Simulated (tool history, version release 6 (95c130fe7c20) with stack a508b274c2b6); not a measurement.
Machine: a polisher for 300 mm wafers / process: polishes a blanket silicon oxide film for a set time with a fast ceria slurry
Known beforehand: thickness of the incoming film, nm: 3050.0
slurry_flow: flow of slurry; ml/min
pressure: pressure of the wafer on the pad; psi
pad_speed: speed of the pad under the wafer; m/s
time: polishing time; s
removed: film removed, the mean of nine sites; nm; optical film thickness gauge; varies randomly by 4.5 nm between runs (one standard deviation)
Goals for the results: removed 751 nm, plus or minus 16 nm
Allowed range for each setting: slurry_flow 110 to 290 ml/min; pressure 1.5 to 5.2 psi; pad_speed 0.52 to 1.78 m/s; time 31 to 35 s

| run | hour | slurry_flow | pressure | pad_speed | time | removed |
|---|---|---|---|---|---|---|
| 1 | 0 | 185 | 3.3 | 1.14 | 35 | 610.53 |
| 2 | 6 | 185 | 3.3 | 0.94 | 35 | 524.79 |
| 3 | 14.7 | 185 | 2.8 | 0.94 | 35 | 451.56 |
| 4 | 23.4 | 185 | 2.8 | 1.18 | 35 | 543.49 |
| 5 | 28.3 | 185 | 2.1 | 1.18 | 35 | 418.48 |
| 6 | 35.6 | 165 | 2.1 | 1.18 | 35 | 405.86 |
| 7 | 36.6 | 190 | 2.4 | 1.18 | 35 | 476.79 |
| 8 | 37.4 | 210 | 2.6 | 1.18 | 35 | 514.7 |
| 9 | 45.1 | 225 | 2.8 | 1.18 | 35 | 561.17 |
| 10 | 50.9 | 235 | 3 | 1.18 | 35 | 605.37 |
| 11 | 54.4 | 235 | 3 | 1.18 | 35 | 602.81 |
| 12 | 59.3 | 245 | 3.1 | 1.18 | 35 | 615.92 |
| 13 | 64 | 250 | 3.2 | 1.18 | 35 | 647.58 |
| 14 | 72.3 | 255 | 3.3 | 1.18 | 35 | 666.56 |

Of the 5 settings listed for the next run, only one would bring every result within its allowed miss of target. Which one?
| A | 80.6 | 255 | 2.8 | 1.34 | 31 | ? |
| B | 80.6 | 270 | 3.5 | 1.06 | 33 | ? |
| C | 80.6 | 250 | 3 | 1.08 | 35 | ? |
| D | 80.6 | 240 | 2.8 | 1.62 | 35 | ? |
| E | 80.6 | 260 | 3.1 | 1.04 | 35 | ? |

| move | removed |
|---|---|
| A | 560.51 |
| B | 606.12 |
| C | 559.1 |
| D | 744.32 |
| E | 560.93 |
A: the biggest miss grows against the last run
B: the biggest miss grows against the last run
C: the biggest miss grows against the last run
D: each result inside its tolerance
E: the biggest miss grows against the last run
Correct choice: D, which meets every target
